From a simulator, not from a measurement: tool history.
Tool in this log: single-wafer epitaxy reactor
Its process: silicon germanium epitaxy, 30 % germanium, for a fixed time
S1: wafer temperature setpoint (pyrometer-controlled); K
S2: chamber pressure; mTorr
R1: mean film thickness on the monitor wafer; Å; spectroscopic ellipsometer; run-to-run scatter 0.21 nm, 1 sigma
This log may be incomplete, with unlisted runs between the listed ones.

run 1 hour=0 | S1=868.15 S2=21400 | R1=446.95
run 2 hour=2.2 | S1=879.15 S2=21400 | R1=538.86
run 3 hour=9.8 | S1=879.15 S2=19200 | R1=503.54
run 4 hour=11.8 | S1=874.15 S2=19100 | R1=467.1
run 5 hour=19.4 | S1=874.15 S2=22900 | R1=512.12
run 6 hour=21.2 | S1=869.15 S2=22800 | R1=469.94
run 7 hour=26 | S1=865.15 S2=22700 | R1=442.78
run 8 hour=29.7 | S1=865.15 S2=22700 | R1=443.72
run 9 hour=34.7 | S1=862.15 S2=22600 | R1=420.82
run 10 hour=41 | S1=850.15 S2=22300 | R1=338.97

For run 11, what comes out?
-- hour=46.7 pyrometer calibrated
run 11 hour=46.7 | S1=851.15 S2=22300 | R1=?

R1: 366.68 Å
